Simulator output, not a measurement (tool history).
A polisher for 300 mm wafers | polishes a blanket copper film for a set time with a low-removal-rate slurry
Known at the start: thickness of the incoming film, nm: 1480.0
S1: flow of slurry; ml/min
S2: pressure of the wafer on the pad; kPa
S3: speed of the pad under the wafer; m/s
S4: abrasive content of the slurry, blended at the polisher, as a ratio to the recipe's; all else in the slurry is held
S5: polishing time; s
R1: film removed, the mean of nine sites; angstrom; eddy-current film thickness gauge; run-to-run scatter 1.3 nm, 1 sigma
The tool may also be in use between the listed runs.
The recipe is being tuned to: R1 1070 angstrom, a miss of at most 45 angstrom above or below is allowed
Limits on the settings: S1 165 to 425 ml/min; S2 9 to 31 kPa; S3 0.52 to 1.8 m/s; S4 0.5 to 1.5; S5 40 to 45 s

| run | day | S1 | S2 | S3 | S4 | S5 | R1 |
|---|---|---|---|---|---|---|---|
| 1 | 0 | 275 | 20 | 1.16 | 1 | 45 | 1712.6 |
| 2 | 0.317 | 275 | 17.2 | 1.16 | 1 | 45 | 1503.3 |
| 3 | 0.425 | 275 | 15.2 | 1.16 | 1 | 45 | 1328.5 |
| 4 | 0.65 | 275 | 15.2 | 1.16 | 1 | 45 | 1299.2 |
| 5 | 1.017 | 275 | 15.2 | 1.16 | 1.2 | 45 | 1396.5 |
| 6 | 1.104 | 275 | 17.2 | 1.16 | 1.2 | 45 | 1547.3 |
| 7 | 1.229 | 275 | 15.2 | 1.16 | 1.2 | 45 | 1357.7 |
| 8 | 1.546 | 275 | 15.2 | 1.16 | 1.2 | 45 | 1397.4 |
| 9 | 1.904 | 275 | 13.8 | 1.16 | 1.2 | 45 | 1238.8 |
| 10 | 2.133 | 275 | 13.1 | 1.16 | 1.2 | 45 | 1233.2 |
| 11 | 2.346 | 275 | 12.4 | 1.16 | 1.2 | 45 | 1142.3 |

Below are 5 possible settings for the next run. Only one of them brings all results inside the allowed miss of their targets. Which is it?
| A | 2.558 | 235 | 13.1 | 1.16 | 1.25 | 45 | ? |
| B | 2.558 | 260 | 16.5 | 1.12 | 1 | 40 | ? |
| C | 2.558 | 255 | 13.8 | 1.06 | 1.4 | 44 | ? |
| D | 2.558 | 320 | 13.8 | 1.04 | 1.2 | 42 | ? |
| E | 2.558 | 285 | 10.3 | 1.42 | 1.15 | 45 | ? |

| move | R1 |
|---|---|
| A | 1222.1 |
| B | 1267.5 |
| C | 1191.2 |
| D | 1104.8 |
| E | 1193.8 |
A: its largest miss is bigger than the last run's
B: its largest miss is bigger than the last run's
C: its largest miss is bigger than the last run's
D: every result lands within tolerance
E: its largest miss is bigger than the last run's
D is the move that brings every result within its allowed miss.
